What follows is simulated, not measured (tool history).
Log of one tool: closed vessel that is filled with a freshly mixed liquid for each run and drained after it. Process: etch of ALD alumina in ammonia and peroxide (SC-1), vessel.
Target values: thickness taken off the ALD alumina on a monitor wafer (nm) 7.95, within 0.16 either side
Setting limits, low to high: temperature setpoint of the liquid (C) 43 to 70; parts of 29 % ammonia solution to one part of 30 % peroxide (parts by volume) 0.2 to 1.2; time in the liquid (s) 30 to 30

| run | day | temperature setpoint of the liquid (C) | parts of 29 % ammonia solution to one part of 30 % peroxide (parts by volume) | time in the liquid (s) | thickness taken off the ALD alumina on a monitor wafer (nm) |
|---|---|---|---|---|---|
| 1 | 0 | 59 | 0.75 | 30 | 4.6452 |
| 2 | 0.175 | 59 | 0.85 | 30 | 4.6919 |
| 3 | 0.479 | 61.5 | 0.85 | 30 | 5.3006 |
| 4 | 0.817 | 61.5 | 1 | 30 | 5.3883 |
| 5 | 1.112 | 63.5 | 1 | 30 | 5.9634 |
| 6 | 1.488 | 63.5 | 1 | 30 | 5.9621 |
| 7 | 1.608 | 65 | 1 | 30 | 6.5214 |
| 8 | 1.842 | 66 | 1 | 30 | 6.8219 |
| 9 | 2.229 | 66.5 | 1 | 30 | 6.9447 |
| 10 | 2.533 | 67 | 1 | 30 | 7.0876 |
| 11 | 2.604 | 67.5 | 1 | 30 | 7.2738 |
| 12 | 2.838 | 67.5 | 1 | 30 | 7.3264 |
| 13 | 2.988 | 68 | 1 | 30 | 7.4613 |
| 14 | 3.333 | 68.5 | 1 | 30 | 7.7239 |

Which of these 5 next moves meets every target?
| A | 3.679 | 70 | 1.1 | 30 | ? |
| B | 3.679 | 70 | 0.7 | 30 | ? |
| C | 3.679 | 68 | 1.05 | 30 | ? |
| D | 3.679 | 70 | 1.05 | 30 | ? |
| E | 3.679 | 68.5 | 1.05 | 30 | ? |

| move | thickness taken off the ALD alumina on a monitor wafer (nm) |
|---|---|
| A | 8.3105 |
| B | 7.9634 |
| C | 7.5121 |
| D | 8.274 |
| E | 7.6966 |
A: takes the result that was furthest off past its target
B: every result within its allowed miss
C: lands further from the targets than the last run did
D: takes the result that was furthest off past its target
E: lands further from the targets than the last run did
B is the move that brings every result within its allowed miss.
